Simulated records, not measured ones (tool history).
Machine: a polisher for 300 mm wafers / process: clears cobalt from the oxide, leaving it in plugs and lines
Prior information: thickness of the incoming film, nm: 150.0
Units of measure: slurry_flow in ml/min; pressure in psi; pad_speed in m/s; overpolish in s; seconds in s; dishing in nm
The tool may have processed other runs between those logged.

Run 1, hour 0.0: slurry_flow 315 ml/min, pressure 2.0 psi, pad_speed 1.04 m/s, overpolish 18 s. Result: seconds 32.260 s, dishing 39.576 nm.
Run 2, hour 3.8: slurry_flow 315 ml/min, pressure 2.2 psi, pad_speed 1.04 m/s, overpolish 18 s. Result: seconds 29.548 s, dishing 41.993 nm.
Run 3, hour 10.3: slurry_flow 315 ml/min, pressure 1.8 psi, pad_speed 1.04 m/s, overpolish 18 s. Result: seconds 36.146 s, dishing 37.677 nm.
Run 4, hour 13.7: slurry_flow 315 ml/min, pressure 1.9 psi, pad_speed 1.04 m/s, overpolish 19 s. Result: seconds 34.453 s, dishing 40.595 nm.
Run 5, hour 18.9: slurry_flow 315 ml/min, pressure 2.0 psi, pad_speed 1.04 m/s, overpolish 20 s. Result: seconds 32.313 s, dishing 41.920 nm.
Run 6, hour 23.5: slurry_flow 315 ml/min, pressure 1.6 psi, pad_speed 1.04 m/s, overpolish 20 s. Result: seconds 40.710 s, dishing 37.356 nm.
Run 7, hour 30.2: slurry_flow 315 ml/min, pressure 1.7 psi, pad_speed 1.04 m/s, overpolish 21 s. Result: seconds 38.376 s, dishing 40.899 nm.
Run 8, hour 37.8: slurry_flow 315 ml/min, pressure 1.8 psi, pad_speed 1.04 m/s, overpolish 21 s. Result: seconds 35.835 s, dishing 42.066 nm.
Run 9, hour 41.0: slurry_flow 315 ml/min, pressure 1.9 psi, pad_speed 1.04 m/s, overpolish 21 s. Result: seconds 34.196 s, dishing 41.415 nm.
Run 10, hour 48.3: slurry_flow 315 ml/min, pressure 1.9 psi, pad_speed 1.04 m/s, overpolish 22 s. Result: seconds 34.225 s, dishing 44.239 nm.
Run 11, hour 54.9: slurry_flow 315 ml/min, pressure 2.1 psi, pad_speed 1.04 m/s, overpolish 22 s. Result: seconds 31.662 s, dishing 44.361 nm.

Predict the results of run 12:
Run 12, hour 61.4: slurry_flow 315 ml/min, pressure 2.2 psi, pad_speed 1.04 m/s, overpolish 24 s. Result: seconds ?, dishing ?.

Run 12 produced seconds 29.960 s, dishing 47.602 nm.
